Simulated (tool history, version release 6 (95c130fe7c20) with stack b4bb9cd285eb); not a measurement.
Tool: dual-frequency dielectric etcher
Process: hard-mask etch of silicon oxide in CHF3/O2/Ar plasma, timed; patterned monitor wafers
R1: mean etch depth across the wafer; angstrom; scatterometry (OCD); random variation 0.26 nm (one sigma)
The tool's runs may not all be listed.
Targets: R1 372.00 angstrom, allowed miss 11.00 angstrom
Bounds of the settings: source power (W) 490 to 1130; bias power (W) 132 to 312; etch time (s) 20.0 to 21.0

Run 1, day 0.000: source power (W) 810, bias power (W) 222, etch time (s) 20.0. Result: R1 476.33 angstrom.
Run 2, day 0.225: source power (W) 730, bias power (W) 204, etch time (s) 20.0. Result: R1 442.37 angstrom.
Run 3, day 0.396: source power (W) 730, bias power (W) 204, etch time (s) 20.0. Result: R1 446.72 angstrom.
Run 4, day 0.733: source power (W) 730, bias power (W) 240, etch time (s) 20.0. Result: R1 468.96 angstrom.
Run 5, day 0.925: source power (W) 670, bias power (W) 221, etch time (s) 20.0. Result: R1 444.61 angstrom.
Run 6, day 1.221: source power (W) 750, bias power (W) 221, etch time (s) 20.0. Result: R1 472.80 angstrom.
Run 7, day 1.317: source power (W) 680, bias power (W) 208, etch time (s) 20.0. Result: R1 435.85 angstrom.
Run 8, day 1.600: source power (W) 630, bias power (W) 198, etch time (s) 20.0. Result: R1 414.64 angstrom.
Run 9, day 1.962: source power (W) 600, bias power (W) 193, etch time (s) 20.0. Result: R1 395.76 angstrom.
Run 10, day 2.338: source power (W) 580, bias power (W) 192, etch time (s) 20.0. Result: R1 392.00 angstrom.
Run 11, day 2.496: source power (W) 490, bias power (W) 177, etch time (s) 20.0. Result: R1 353.80 angstrom.

Which of these 4 next moves meets every target?
Run A, day 2.654: source power (W) 500, bias power (W) 135, etch time (s) 21.0. Result: R1 ?.
Run B, day 2.654: source power (W) 540, bias power (W) 191, etch time (s) 21.0. Result: R1 ?.
Run C, day 2.654: source power (W) 520, bias power (W) 180, etch time (s) 20.5. Result: R1 ?.
Run D, day 2.654: source power (W) 500, bias power (W) 161, etch time (s) 20.5. Result: R1 ?.

move      R1
   A  342.17
   B  404.07
   C  379.09
   D  356.89
A: further off than the last run
B: takes the result that was furthest off past its target
C: meets every target
D: nearer than the last run, and not there yet
The right move is C.
